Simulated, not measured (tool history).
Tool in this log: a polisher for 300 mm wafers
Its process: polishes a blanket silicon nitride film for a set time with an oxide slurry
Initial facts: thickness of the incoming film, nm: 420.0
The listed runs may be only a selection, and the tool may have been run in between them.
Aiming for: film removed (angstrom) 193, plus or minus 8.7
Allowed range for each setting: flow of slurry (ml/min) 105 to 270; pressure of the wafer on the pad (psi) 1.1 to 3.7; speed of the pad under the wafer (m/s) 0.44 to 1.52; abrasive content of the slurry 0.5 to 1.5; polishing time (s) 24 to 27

run	day	flow of slurry (ml/min)	pressure of the wafer on the pad (psi)	speed of the pad under the wafer (m/s)	abrasive content of the slurry	polishing time (s)	film removed (angstrom)
1	0	175	2.4	0.98	1	27	141.72
2	0.125	175	2.7	0.98	1	27	161.6
3	0.425	175	2.7	0.98	1.15	27	169.84
4	0.658	175	2.5	0.98	1.15	27	155.14
5	0.825	175	2.5	0.98	1.05	27	150.06
6	1.092	175	2.6	0.98	1.05	27	156.16
# day 1.171: head pressure recalibrated
7	1.171	175	2.7	0.98	1.05	27	156.94
8	1.454	175	2.8	0.98	1.05	27	161.16

5 next moves are on the table. One of them brings every result within its allowed miss. Which?
A	1.738	185	3.2	1	1.15	27	?
B	1.738	140	2.8	0.96	1.15	24	?
C	1.738	160	3.1	0.94	1.1	27	?
D	1.738	190	3	1.32	0.9	25	?
E	1.738	175	3.2	1.14	0.95	24	?

move	film removed (angstrom)
A	194.64
B	141.29
C	175.68
D	181.9
E	172.35
A: hits every target within its allowed miss
B: further off than the last run
C: gains on the last run, yet a result remains outside its allowed miss
D: gains on the last run, yet a result remains outside its allowed miss
E: gains on the last run, yet a result remains outside its allowed miss
Answer: A
